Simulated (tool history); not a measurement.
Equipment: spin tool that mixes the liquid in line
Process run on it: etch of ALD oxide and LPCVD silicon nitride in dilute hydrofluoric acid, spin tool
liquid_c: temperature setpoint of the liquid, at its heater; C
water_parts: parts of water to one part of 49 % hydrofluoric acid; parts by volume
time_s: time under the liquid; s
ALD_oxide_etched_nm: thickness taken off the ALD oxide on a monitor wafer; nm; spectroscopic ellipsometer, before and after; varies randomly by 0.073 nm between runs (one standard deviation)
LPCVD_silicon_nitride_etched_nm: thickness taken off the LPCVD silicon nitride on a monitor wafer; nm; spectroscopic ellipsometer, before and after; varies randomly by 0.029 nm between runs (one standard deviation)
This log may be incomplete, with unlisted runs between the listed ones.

run  hour  liquid_c  water_parts  time_s  ALD_oxide_etched_nm  LPCVD_silicon_nitride_etched_nm
  1     0        23           45      50               18.394                          0.56658
  2   3.3        23           55      50               14.943                          0.44533
  3   7.4      24.5           55      50               16.004                          0.46137
  4   9.4      24.5           55      30               9.5521                          0.27967
  5  11.1        22           55      30               8.6194                          0.23344
     15.8  -- thermometer replaced
  6  15.8      24.5           50      30               9.9372                          0.27672
  7  23.6      26.5           40      30               13.662                          0.39486

For run 8, what comes out?
  8  29.9        28           35      30                    ?                                ?

ALD_oxide_etched_nm: 16.813 nm
LPCVD_silicon_nitride_etched_nm: 0.5321 nm
